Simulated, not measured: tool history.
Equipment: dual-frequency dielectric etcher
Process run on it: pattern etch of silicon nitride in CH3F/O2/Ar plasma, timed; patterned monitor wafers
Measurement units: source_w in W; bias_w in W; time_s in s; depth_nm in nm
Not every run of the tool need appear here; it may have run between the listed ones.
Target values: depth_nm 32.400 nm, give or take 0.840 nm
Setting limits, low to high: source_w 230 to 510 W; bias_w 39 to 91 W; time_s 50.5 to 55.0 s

{"run": 1, "day": 0.0, "source_w": 370, "bias_w": 65, "time_s": 55.0, "depth_nm": 35.621}
{"run": 2, "day": 0.362, "source_w": 370, "bias_w": 57, "time_s": 55.0, "depth_nm": 34.205}
{"run": 3, "day": 0.721, "source_w": 430, "bias_w": 57, "time_s": 55.0, "depth_nm": 36.727}
{"run": 4, "day": 0.854, "source_w": 420, "bias_w": 56, "time_s": 55.0, "depth_nm": 36.295}
{"run": 5, "day": 1.071, "source_w": 410, "bias_w": 55, "time_s": 55.0, "depth_nm": 35.412}
{"run": 6, "day": 1.138, "source_w": 400, "bias_w": 54, "time_s": 55.0, "depth_nm": 35.275}
{"run": 7, "day": 1.475, "source_w": 390, "bias_w": 53, "time_s": 55.0, "depth_nm": 34.392}
{"run": 8, "day": 1.712, "source_w": 380, "bias_w": 53, "time_s": 55.0, "depth_nm": 34.074}
{"run": 9, "day": 2.017, "source_w": 370, "bias_w": 53, "time_s": 55.0, "depth_nm": 33.61}

4 candidate next runs follow, results not yet known. Just one meets every target within its allowed miss. Identify it.
{"run": "A", "day": 2.321, "source_w": 440, "bias_w": 47, "time_s": 55.0, "depth_nm": "?"}
{"run": "B", "day": 2.321, "source_w": 390, "bias_w": 52, "time_s": 55.0, "depth_nm": "?"}
{"run": "C", "day": 2.321, "source_w": 370, "bias_w": 53, "time_s": 52.5, "depth_nm": "?"}
{"run": "D", "day": 2.321, "source_w": 390, "bias_w": 55, "time_s": 55.0, "depth_nm": "?"}

move=A depth_nm=35.198
move=B depth_nm=34.320
move=C depth_nm=32.166
move=D depth_nm=34.901
A: lands further from the targets than the last run did
B: lands further from the targets than the last run did
C: all results land within tolerance of their targets
D: lands further from the targets than the last run did
Correct choice: C, which meets every target

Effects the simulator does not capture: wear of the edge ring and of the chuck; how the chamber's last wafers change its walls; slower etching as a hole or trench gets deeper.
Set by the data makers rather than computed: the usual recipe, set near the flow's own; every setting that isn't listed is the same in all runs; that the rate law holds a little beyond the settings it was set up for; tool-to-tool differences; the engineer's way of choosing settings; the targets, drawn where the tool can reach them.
